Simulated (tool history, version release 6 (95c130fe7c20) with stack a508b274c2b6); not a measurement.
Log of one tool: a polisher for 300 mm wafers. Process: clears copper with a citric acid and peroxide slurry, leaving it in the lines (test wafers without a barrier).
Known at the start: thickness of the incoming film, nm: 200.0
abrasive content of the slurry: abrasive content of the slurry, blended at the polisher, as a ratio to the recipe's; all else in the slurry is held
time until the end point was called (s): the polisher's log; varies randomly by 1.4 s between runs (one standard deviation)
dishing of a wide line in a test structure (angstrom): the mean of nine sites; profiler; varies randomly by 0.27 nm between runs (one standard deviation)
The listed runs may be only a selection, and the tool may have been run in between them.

run,day,flow of slurry (ml/min),pressure of the wafer on the pad (psi),speed of the pad under the wafer (cm/s),abrasive content of the slurry,overpolish time after the end point (s),time until the end point was called (s),dishing of a wide line in a test structure (angstrom)
1,0.000,285,2.3,86,1.00,24,107.26,273.46
2,0.192,285,2.3,86,1.15,24,105.42,276.83
3,0.258,285,2.2,86,1.15,22,110.10,244.96
4,0.408,285,2.1,86,1.15,21,113.05,234.10
5,0.758,285,2.0,86,1.15,20,120.54,217.54
6,0.967,285,2.0,100,1.15,20,105.37,234.27
7,1.229,285,1.9,100,1.15,19,111.09,217.98
8,1.325,285,1.8,100,1.15,18,117.85,186.45

Run 9 is up next; what results do you expect?
9,1.488,285,1.7,100,1.15,18,?,?

{"run 9": {"time until the end point was called (s)": 123.72, "dishing of a wide line in a test structure (angstrom)": 190.1}}
